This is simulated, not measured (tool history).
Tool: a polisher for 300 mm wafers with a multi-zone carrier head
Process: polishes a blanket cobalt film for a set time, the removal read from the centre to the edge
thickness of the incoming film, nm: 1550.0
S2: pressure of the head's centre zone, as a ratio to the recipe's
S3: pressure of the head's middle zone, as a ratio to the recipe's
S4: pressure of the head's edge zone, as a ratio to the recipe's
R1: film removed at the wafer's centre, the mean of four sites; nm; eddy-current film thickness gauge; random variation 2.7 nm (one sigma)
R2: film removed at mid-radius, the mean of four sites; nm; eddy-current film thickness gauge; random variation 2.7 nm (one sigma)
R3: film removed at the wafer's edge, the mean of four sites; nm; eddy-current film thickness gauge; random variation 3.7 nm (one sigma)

Run 1, day 0.000: flow of slurry (ml/min) 190, S2 1.00, S3 1.00, S4 1.00, polishing time (s) 48. Result: R1 345.34 nm, R2 348.72 nm, R3 340.35 nm.
Run 2, day 0.088: flow of slurry (ml/min) 190, S2 1.00, S3 1.07, S4 1.00, polishing time (s) 48. Result: R1 344.07 nm, R2 368.12 nm, R3 350.53 nm.
Run 3, day 0.212: flow of slurry (ml/min) 180, S2 0.95, S3 1.03, S4 0.99, polishing time (s) 45. Result: R1 307.89 nm, R2 333.87 nm, R3 318.78 nm.
Run 4, day 0.292: flow of slurry (ml/min) 180, S2 0.95, S3 0.95, S4 0.99, polishing time (s) 45. Result: R1 311.04 nm, R2 310.02 nm, R3 317.96 nm.
Run 5, day 0.433: flow of slurry (ml/min) 180, S2 0.95, S3 0.95, S4 0.99, polishing time (s) 53. Result: R1 359.39 nm, R2 359.07 nm, R3 369.53 nm.
Run 6, day 0.779: flow of slurry (ml/min) 180, S2 0.95, S3 0.95, S4 0.96, polishing time (s) 53. Result: R1 362.67 nm, R2 361.18 nm, R3 370.29 nm.
Run 7, day 0.946: flow of slurry (ml/min) 175, S2 0.91, S3 0.95, S4 0.96, polishing time (s) 49. Result: R1 316.91 nm, R2 337.65 nm, R3 340.12 nm.

Run 8 comes next. What will it give?
Run 8, day 1.267: flow of slurry (ml/min) 150, S2 0.81, S3 0.87, S4 0.89, polishing time (s) 37. Result: R1 ?, R2 ?, R3 ?.

Run 8 gave R1 207.52 nm, R2 229.89 nm, R3 247.14 nm.

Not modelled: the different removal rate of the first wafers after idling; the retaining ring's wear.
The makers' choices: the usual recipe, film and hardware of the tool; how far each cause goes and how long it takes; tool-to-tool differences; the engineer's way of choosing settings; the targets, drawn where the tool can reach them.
